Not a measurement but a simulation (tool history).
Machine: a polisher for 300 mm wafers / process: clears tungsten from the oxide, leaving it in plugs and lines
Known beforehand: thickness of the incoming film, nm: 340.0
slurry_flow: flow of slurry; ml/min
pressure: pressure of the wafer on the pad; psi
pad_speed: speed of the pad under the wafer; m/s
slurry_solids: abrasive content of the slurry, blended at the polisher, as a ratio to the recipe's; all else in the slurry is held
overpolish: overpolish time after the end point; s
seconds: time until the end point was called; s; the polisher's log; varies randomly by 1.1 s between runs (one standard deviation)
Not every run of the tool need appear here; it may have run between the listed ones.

run 1 hour=0 | slurry_flow=150 pressure=4 pad_speed=0.98 slurry_solids=1 overpolish=7 | seconds=73.441
run 2 hour=7.4 | slurry_flow=185 pressure=4 pad_speed=0.98 slurry_solids=1 overpolish=7 | seconds=72.754
run 3 hour=14.4 | slurry_flow=185 pressure=4 pad_speed=0.98 slurry_solids=1 overpolish=5 | seconds=70.626
run 4 hour=20.4 | slurry_flow=185 pressure=4 pad_speed=1.14 slurry_solids=1 overpolish=5 | seconds=62.986
run 5 hour=23.3 | slurry_flow=185 pressure=3.5 pad_speed=1.14 slurry_solids=1 overpolish=5 | seconds=72.257
run 6 hour=28.4 | slurry_flow=185 pressure=3.5 pad_speed=1.14 slurry_solids=0.85 overpolish=5 | seconds=74.667
run 7 hour=37.1 | slurry_flow=185 pressure=3.3 pad_speed=1.14 slurry_solids=0.85 overpolish=5 | seconds=77.342
run 8 hour=41.3 | slurry_flow=185 pressure=3.1 pad_speed=1.14 slurry_solids=0.85 overpolish=5 | seconds=82.61

Run 9 is up next; what results do you expect?
run 9 hour=45 | slurry_flow=185 pressure=3 pad_speed=1.14 slurry_solids=0.85 overpolish=5 | seconds=?

Run 9 came out at seconds 84.598 s.
